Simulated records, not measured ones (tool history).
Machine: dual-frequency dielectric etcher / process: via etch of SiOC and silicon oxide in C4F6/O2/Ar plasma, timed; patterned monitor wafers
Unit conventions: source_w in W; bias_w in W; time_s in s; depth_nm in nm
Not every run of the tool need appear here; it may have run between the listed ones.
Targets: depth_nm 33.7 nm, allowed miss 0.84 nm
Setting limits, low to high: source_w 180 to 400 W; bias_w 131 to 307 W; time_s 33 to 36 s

| run | hour | source_w | bias_w | time_s | depth_nm |
|---|---|---|---|---|---|
| 1 | 0 | 290 | 219 | 36 | 39.09 |
| 2 | 4.4 | 270 | 213 | 36 | 37.793 |
| 3 | 8.7 | 270 | 213 | 36 | 37.708 |
| 4 | 12.3 | 250 | 208 | 36 | 36.611 |
| 5 | 14.9 | 270 | 208 | 36 | 37.526 |
| 6 | 17.2 | 270 | 231 | 36 | 38.623 |
| 7 | 21.4 | 250 | 223 | 35.5 | 37.167 |
| 8 | 27 | 240 | 217 | 35.5 | 36.284 |

Consider the 5 candidate settings below. Which is the only one whose results all fall within their allowed miss of target?
| A | 32.6 | 320 | 228 | 36 | ? |
| B | 32.6 | 250 | 237 | 36 | ? |
| C | 32.6 | 310 | 166 | 34.5 | ? |
| D | 32.6 | 240 | 211 | 33 | ? |
| E | 32.6 | 270 | 210 | 34 | ? |

| move | depth_nm |
|---|---|
| A | 40.489 |
| B | 38.103 |
| C | 34.993 |
| D | 33.301 |
| E | 35.446 |
A: the biggest miss grows against the last run
B: the biggest miss grows against the last run
C: nearer than the last run, and not there yet
D: hits every target within its allowed miss
E: nearer than the last run, and not there yet
D meets every target.
